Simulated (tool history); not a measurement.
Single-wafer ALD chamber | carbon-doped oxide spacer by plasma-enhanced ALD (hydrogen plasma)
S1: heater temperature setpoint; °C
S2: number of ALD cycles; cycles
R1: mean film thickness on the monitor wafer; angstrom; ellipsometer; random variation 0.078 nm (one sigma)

run,hour,S1,S2,R1
1,0.0,405,392,193.16
2,5.1,407,375,183.36
3,12.0,409,362,174.34
4,14.5,414,362,174.30
5,16.4,415,351,167.41
6,18.4,415,394,188.25
7,24.8,417,379,178.38

Forecast run 8:
8,30.3,419,368,?

R1: 173.22 angstrom
